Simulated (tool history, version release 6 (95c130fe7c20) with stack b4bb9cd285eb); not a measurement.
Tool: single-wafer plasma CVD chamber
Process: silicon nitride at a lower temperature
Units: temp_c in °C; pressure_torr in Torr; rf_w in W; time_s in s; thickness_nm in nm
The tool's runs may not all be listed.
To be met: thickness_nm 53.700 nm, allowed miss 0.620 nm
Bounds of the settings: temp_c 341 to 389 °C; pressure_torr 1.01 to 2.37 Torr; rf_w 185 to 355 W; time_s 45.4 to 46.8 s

run	day	temp_c	pressure_torr	rf_w	time_s	thickness_nm
1	0.000	365	1.69	270	45.4	51.059
2	0.088	365	1.74	270	45.4	51.639
3	0.121	365	1.78	270	45.4	51.775
4	0.446	365	2.03	270	45.4	53.192
5	0.562	365	2.03	240	45.4	49.526
6	0.792	372	2.03	240	45.4	49.514
7	1.062	372	2.08	245	45.4	50.067
8	1.329	372	2.08	245	45.4	50.002
9	1.400	371	2.14	250	45.4	50.772
10	1.450	371	2.18	255	45.4	51.927
11	1.817	371	2.21	255	45.4	51.895
12	2.171	371	2.24	255	45.4	52.073

4 next moves are on the table. One of them brings every result within its allowed miss. Which?
A	2.525	370	2.08	260	46.8	?
B	2.525	365	2.02	245	45.6	?
C	2.525	381	2.26	230	45.6	?
D	2.525	369	2.37	230	46.8	?

move	thickness_nm
A	53.526
B	50.228
C	49.152
D	51.193
A: meets every target
B: further off than the last run
C: further off than the last run
D: further off than the last run
Answer: A
